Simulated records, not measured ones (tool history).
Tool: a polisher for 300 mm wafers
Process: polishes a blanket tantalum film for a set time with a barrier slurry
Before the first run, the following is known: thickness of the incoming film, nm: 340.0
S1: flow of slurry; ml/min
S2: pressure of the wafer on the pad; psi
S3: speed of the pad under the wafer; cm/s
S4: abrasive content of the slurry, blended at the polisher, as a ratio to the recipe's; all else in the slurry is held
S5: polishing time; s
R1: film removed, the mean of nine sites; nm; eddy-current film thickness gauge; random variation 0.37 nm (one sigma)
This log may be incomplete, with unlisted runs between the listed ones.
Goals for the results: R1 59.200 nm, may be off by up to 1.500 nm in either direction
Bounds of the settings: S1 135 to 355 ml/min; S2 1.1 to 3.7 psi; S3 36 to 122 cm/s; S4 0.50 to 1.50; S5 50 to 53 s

run  hour   S1   S2  S3    S4  S5      R1
  1   0.0  225  2.4  78  1.00  50  60.887
  2   4.0  225  2.4  70  1.00  50  55.250
  3  12.9  230  2.4  70  1.00  50  55.072
  4  21.2  230  2.7  70  1.00  50  62.130
  5  29.4  230  3.1  70  1.00  50  70.572
  6  33.4  225  3.0  70  1.00  50  67.930
     36.3  -- slurry blender recalibrated
  7  36.3  210  2.6  70  1.00  50  63.846
  8  43.3  215  2.6  70  1.00  50  64.032
  9  49.8  215  2.6  70  1.00  50  63.428
 10  57.3  220  2.6  70  1.00  50  63.168

Consider the 4 candidate settings below. Which is the only one whose results all fall within their allowed miss of target?
  A  64.8  270  2.9  64  1.15  52   ?
  B  64.8  265  2.4  68  1.05  50   ?
  C  64.8  235  2.8  68  1.10  53   ?
  D  64.8  210  3.0  64  0.85  52   ?

move      R1
   A  71.773
   B  59.543
   C  73.105
   D  67.213
A: its largest miss is bigger than the last run's
B: all results land within tolerance of their targets
C: its largest miss is bigger than the last run's
D: its largest miss is bigger than the last run's
Answer: B
